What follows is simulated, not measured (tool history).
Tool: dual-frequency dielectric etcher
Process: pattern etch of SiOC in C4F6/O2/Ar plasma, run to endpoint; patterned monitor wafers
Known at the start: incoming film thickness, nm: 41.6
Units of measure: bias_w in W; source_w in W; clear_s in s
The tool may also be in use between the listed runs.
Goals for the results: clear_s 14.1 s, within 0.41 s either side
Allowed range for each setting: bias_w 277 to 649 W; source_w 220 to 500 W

{"run": 1, "hour": 0.0, "bias_w": 463, "source_w": 360, "clear_s": 16.985}
{"run": 2, "hour": 3.4, "bias_w": 387, "source_w": 360, "clear_s": 18.132}
{"run": 3, "hour": 9.2, "bias_w": 442, "source_w": 360, "clear_s": 17.449}
{"run": 4, "hour": 15.7, "bias_w": 506, "source_w": 360, "clear_s": 16.512}
{"run": 5, "hour": 23.5, "bias_w": 536, "source_w": 380, "clear_s": 15.47}
{"run": 6, "hour": 28.8, "bias_w": 555, "source_w": 380, "clear_s": 15.454}
{"run": 7, "hour": 34.7, "bias_w": 555, "source_w": 380, "clear_s": 15.683}
{"run": 8, "hour": 37.9, "bias_w": 574, "source_w": 390, "clear_s": 15.004}

Which one of the following 5 next-run settings gets every result inside its allowed miss? There is exactly one.
{"run": "A", "hour": 41.1, "bias_w": 546, "source_w": 390, "clear_s": "?"}
{"run": "B", "hour": 41.1, "bias_w": 605, "source_w": 430, "clear_s": "?"}
{"run": "C", "hour": 41.1, "bias_w": 535, "source_w": 310, "clear_s": "?"}
{"run": "D", "hour": 41.1, "bias_w": 538, "source_w": 360, "clear_s": "?"}
{"run": "E", "hour": 41.1, "bias_w": 514, "source_w": 340, "clear_s": "?"}

move=A clear_s=15.469
move=B clear_s=14.236
move=C clear_s=17.449
move=D clear_s=16.162
move=E clear_s=16.899
A: moves away from the targets compared with the last run
B: every result within its allowed miss
C: moves away from the targets compared with the last run
D: moves away from the targets compared with the last run
E: moves away from the targets compared with the last run
B is the move that brings every result within its allowed miss.
